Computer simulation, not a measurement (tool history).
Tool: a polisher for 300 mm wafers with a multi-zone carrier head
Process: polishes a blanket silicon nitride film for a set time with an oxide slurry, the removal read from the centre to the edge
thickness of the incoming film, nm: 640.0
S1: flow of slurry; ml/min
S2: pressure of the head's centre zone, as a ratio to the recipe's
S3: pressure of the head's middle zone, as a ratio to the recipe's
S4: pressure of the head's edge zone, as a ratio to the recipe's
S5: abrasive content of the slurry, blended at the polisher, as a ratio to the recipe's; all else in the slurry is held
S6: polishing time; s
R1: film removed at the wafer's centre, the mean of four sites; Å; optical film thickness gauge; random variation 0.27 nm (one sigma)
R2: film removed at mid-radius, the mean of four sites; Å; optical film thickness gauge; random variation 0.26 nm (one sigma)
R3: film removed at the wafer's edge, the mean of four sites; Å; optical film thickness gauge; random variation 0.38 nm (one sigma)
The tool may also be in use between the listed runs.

Run 1, hour 0.0: S1 260 ml/min, S2 1.00, S3 1.00, S4 1.00, S5 1.00, S6 66 s. Result: R1 381.41 Å, R2 385.38 Å, R3 379.63 Å.
Run 2, hour 6.8: S1 260 ml/min, S2 0.99, S3 0.98, S4 0.99, S5 0.95, S6 65 s. Result: R1 360.98 Å, R2 361.74 Å, R3 362.96 Å.
Run 3, hour 14.5: S1 260 ml/min, S2 0.99, S3 0.92, S4 0.99, S5 0.95, S6 65 s. Result: R1 367.90 Å, R2 342.78 Å, R3 361.36 Å.
Run 4, hour 18.1: S1 260 ml/min, S2 0.99, S3 0.92, S4 0.94, S5 0.95, S6 65 s. Result: R1 360.98 Å, R2 343.97 Å, R3 360.86 Å.
Run 5, hour 26.3: S1 260 ml/min, S2 0.99, S3 0.97, S4 0.94, S5 0.95, S6 65 s. Result: R1 368.31 Å, R2 354.39 Å, R3 351.04 Å.
Run 6, hour 28.9: S1 260 ml/min, S2 0.94, S3 0.97, S4 0.94, S5 0.95, S6 65 s. Result: R1 351.15 Å, R2 361.88 Å, R3 345.02 Å.
Run 7, hour 37.5: S1 260 ml/min, S2 0.94, S3 0.97, S4 0.94, S5 0.95, S6 65 s. Result: R1 350.64 Å, R2 351.93 Å, R3 355.38 Å.
Run 8, hour 46.0: S1 255 ml/min, S2 0.93, S3 0.96, S4 0.94, S5 0.90, S6 64 s. Result: R1 322.98 Å, R2 330.79 Å, R3 327.77 Å.
Run 9, hour 47.7: S1 250 ml/min, S2 0.92, S3 0.94, S4 0.93, S5 0.85, S6 64 s. Result: R1 299.60 Å, R2 314.78 Å, R3 312.54 Å.
Run 10, hour 49.8: S1 245 ml/min, S2 0.92, S3 0.92, S4 0.92, S5 0.85, S6 64 s. Result: R1 306.70 Å, R2 303.03 Å, R3 309.23 Å.
Run 11, hour 58.8: S1 235 ml/min, S2 0.91, S3 0.91, S4 0.92, S5 0.85, S6 64 s. Result: R1 301.66 Å, R2 301.77 Å, R3 311.00 Å.
Run 12, hour 65.7: S1 235 ml/min, S2 0.86, S3 0.84, S4 0.89, S5 0.60, S6 63 s. Result: R1 186.12 Å, R2 185.09 Å, R3 202.91 Å.
Run 13, hour 74.6: S1 235 ml/min, S2 0.88, S3 0.86, S4 0.92, S5 0.60, S6 63 s. Result: R1 189.14 Å, R2 192.28 Å, R3 203.85 Å.
Run 14, hour 79.1: S1 235 ml/min, S2 0.88, S3 0.86, S4 0.93, S5 0.65, S6 63 s. Result: R1 209.56 Å, R2 211.16 Å, R3 232.35 Å.
Run 15, hour 83.4: S1 235 ml/min, S2 0.89, S3 0.87, S4 0.94, S5 0.65, S6 63 s. Result: R1 216.05 Å, R2 217.59 Å, R3 232.39 Å.
Run 16, hour 88.7: S1 260 ml/min, S2 0.92, S3 0.90, S4 1.04, S5 0.80, S6 63 s. Result: R1 293.43 Å, R2 282.70 Å, R3 308.99 Å.
Run 17, hour 97.3: S1 195 ml/min, S2 0.88, S3 0.87, S4 0.94, S5 0.85, S6 63 s. Result: R1 279.73 Å, R2 278.61 Å, R3 296.84 Å.
Run 18, hour 103.3: S1 195 ml/min, S2 0.87, S3 0.86, S4 0.93, S5 0.85, S6 63 s. Result: R1 272.65 Å, R2 277.04 Å, R3 299.88 Å.
Run 19, hour 103.9: S1 195 ml/min, S2 0.87, S3 0.86, S4 0.92, S5 0.85, S6 63 s. Result: R1 271.08 Å, R2 276.98 Å, R3 302.39 Å.

Forecast run 20:
Run 20, hour 104.6: S1 195 ml/min, S2 0.87, S3 0.86, S4 0.91, S5 0.85, S6 63 s. Result: R1 ?, R2 ?, R3 ?.

{"run 20": {"R1": 272.57, "R2": 277.81, "R3": 293.32}}
